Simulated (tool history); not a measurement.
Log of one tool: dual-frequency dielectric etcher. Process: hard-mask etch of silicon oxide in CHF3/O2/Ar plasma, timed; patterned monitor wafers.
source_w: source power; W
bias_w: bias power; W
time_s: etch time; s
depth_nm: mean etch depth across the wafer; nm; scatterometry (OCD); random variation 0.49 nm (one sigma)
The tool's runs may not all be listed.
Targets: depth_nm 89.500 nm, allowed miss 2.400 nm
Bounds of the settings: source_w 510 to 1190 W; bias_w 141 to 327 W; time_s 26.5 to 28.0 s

| run | hour | source_w | bias_w | time_s | depth_nm |
|---|---|---|---|---|---|
| 1 | 0.0 | 850 | 234 | 26.5 | 66.035 |
| 2 | 4.4 | 850 | 272 | 26.5 | 69.484 |
| 3 | 6.6 | 730 | 272 | 26.5 | 63.650 |
| 4 | 13.8 | 780 | 276 | 26.5 | 66.712 |
| 5 | 22.1 | 780 | 309 | 26.5 | 69.807 |
| 6 | 29.9 | 630 | 309 | 26.5 | 60.507 |
| 7 | 35.5 | 680 | 311 | 26.5 | 63.399 |
| 8 | 42.9 | 720 | 313 | 26.5 | 66.594 |
|  | 45.2 | wet clean of the chamber |
| 9 | 45.2 | 890 | 327 | 27.0 | 83.433 |
| 10 | 51.5 | 970 | 327 | 27.0 | 87.184 |

Which of these 4 next moves meets every target?
| A | 57.8 | 930 | 327 | 26.5 | ? |
| B | 57.8 | 950 | 322 | 28.0 | ? |
| C | 57.8 | 910 | 323 | 26.5 | ? |
| D | 57.8 | 880 | 324 | 27.0 | ? |

| move | depth_nm |
|---|---|
| A | 83.815 |
| B | 89.093 |
| C | 82.387 |
| D | 82.429 |
A: further off than the last run
B: meets every target
C: further off than the last run
D: further off than the last run
The right move is B.
